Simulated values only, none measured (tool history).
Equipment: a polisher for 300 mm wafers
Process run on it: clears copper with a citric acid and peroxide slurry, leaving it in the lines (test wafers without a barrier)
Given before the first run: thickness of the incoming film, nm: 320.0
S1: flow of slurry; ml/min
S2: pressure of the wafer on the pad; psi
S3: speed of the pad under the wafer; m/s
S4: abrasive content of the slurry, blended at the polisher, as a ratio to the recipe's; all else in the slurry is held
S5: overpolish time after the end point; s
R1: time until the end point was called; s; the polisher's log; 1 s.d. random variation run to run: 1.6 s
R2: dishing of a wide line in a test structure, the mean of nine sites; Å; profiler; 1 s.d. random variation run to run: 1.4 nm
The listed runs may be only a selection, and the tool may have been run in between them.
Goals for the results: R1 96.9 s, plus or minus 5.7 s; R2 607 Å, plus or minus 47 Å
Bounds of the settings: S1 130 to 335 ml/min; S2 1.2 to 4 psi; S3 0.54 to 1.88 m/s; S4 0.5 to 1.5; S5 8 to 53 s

run,hour,S1,S2,S3,S4,S5,R1,R2
1,0,215,2.6,1.2,1,27,128.96,423.87
2,3.5,215,2.8,1.2,1,28,124.81,449.57
3,9.3,215,3.1,1.22,1,29,112.83,499.81
4,16.7,215,2.6,1.22,1,29,127.67,462.43
5,21.8,215,2.9,1.24,1,30,115.28,510.19
6,29.7,215,3.1,1.26,1,30,105.69,538.97
# hour 34: head pressure recalibrated
7,34,215,3.2,1.26,1,31,109.03,530.56
8,37.2,215,3.3,1.28,1,32,105.42,523.01

Which single option among these 4 for the next run brings every result within its allowed miss of target? Just one does.
A,40.4,150,3.2,1.44,1.15,26,?,?
B,40.4,270,2.9,1.52,0.9,37,?,?
C,40.4,205,3.1,1.28,1.05,33,?,?
D,40.4,250,3.4,1.38,0.85,26,?,?

move,R1,R2
A,96.302,507.82
B,96.867,629.34
C,108.4,549.94
D,96.246,509.67
A: misses by more than the last run did
B: all results in spec
C: misses by more than the last run did
D: misses by more than the last run did
Go with B: it meets all targets.

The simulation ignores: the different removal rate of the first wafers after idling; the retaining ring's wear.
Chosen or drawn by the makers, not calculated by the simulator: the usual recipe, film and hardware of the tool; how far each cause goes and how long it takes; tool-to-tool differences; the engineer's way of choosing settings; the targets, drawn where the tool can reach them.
